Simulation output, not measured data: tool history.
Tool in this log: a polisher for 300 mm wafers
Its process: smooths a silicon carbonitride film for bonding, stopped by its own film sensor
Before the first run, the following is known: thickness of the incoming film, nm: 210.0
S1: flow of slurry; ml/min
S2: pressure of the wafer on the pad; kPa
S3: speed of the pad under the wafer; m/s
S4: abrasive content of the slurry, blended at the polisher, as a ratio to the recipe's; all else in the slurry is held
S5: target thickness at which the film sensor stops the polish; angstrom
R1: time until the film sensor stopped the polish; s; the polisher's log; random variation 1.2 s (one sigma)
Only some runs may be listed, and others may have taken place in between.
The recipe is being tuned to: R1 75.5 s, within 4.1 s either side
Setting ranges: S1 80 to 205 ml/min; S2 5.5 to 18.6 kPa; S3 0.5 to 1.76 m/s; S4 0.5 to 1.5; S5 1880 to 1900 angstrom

Run 1, day 0: S1 135 ml/min, S2 11.7 kPa, S3 1.12 m/s, S4 1, S5 1880 angstrom. Result: R1 94.676 s.
Run 2, day 0.304: S1 135 ml/min, S2 11.7 kPa, S3 1.12 m/s, S4 1, S5 1880 angstrom. Result: R1 93.678 s.
Run 3, day 0.517: S1 115 ml/min, S2 11.7 kPa, S3 1.12 m/s, S4 1, S5 1880 angstrom. Result: R1 101.37 s.
Run 4, day 0.725: S1 115 ml/min, S2 11.7 kPa, S3 1.12 m/s, S4 1, S5 1880 angstrom. Result: R1 97.626 s.
Run 5, day 0.896: S1 120 ml/min, S2 13.1 kPa, S3 1.14 m/s, S4 1, S5 1880 angstrom. Result: R1 87.243 s.
Run 6, day 1.271: S1 120 ml/min, S2 10.3 kPa, S3 1.14 m/s, S4 1, S5 1880 angstrom. Result: R1 108.83 s.
Run 7, day 1.533: S1 125 ml/min, S2 11 kPa, S3 1.14 m/s, S4 1, S5 1880 angstrom. Result: R1 100.37 s.
Run 8, day 1.588: S1 130 ml/min, S2 11 kPa, S3 1.14 m/s, S4 1, S5 1880 angstrom. Result: R1 103.01 s.
Run 9, day 1.838: S1 130 ml/min, S2 13.1 kPa, S3 1.16 m/s, S4 1, S5 1880 angstrom. Result: R1 84.971 s.

Next run, 4 choices. One meets every target within its allowed miss, the rest don't. Which?
Run A, day 2.088: S1 120 ml/min, S2 12.4 kPa, S3 1.06 m/s, S4 1.15, S5 1880 angstrom. Result: R1 ?.
Run B, day 2.088: S1 150 ml/min, S2 12.4 kPa, S3 1.36 m/s, S4 1.1, S5 1900 angstrom. Result: R1 ?.
Run C, day 2.088: S1 85 ml/min, S2 12.4 kPa, S3 1.32 m/s, S4 1.15, S5 1900 angstrom. Result: R1 ?.
Run D, day 2.088: S1 150 ml/min, S2 10.3 kPa, S3 1.16 m/s, S4 1, S5 1880 angstrom. Result: R1 ?.

move      R1
   A  89.218
   B  65.827
   C  74.511
   D  103.86
A: moves away from the targets compared with the last run
B: takes the result that was furthest off past its target
C: in spec on every target
D: moves away from the targets compared with the last run
The right move is C.
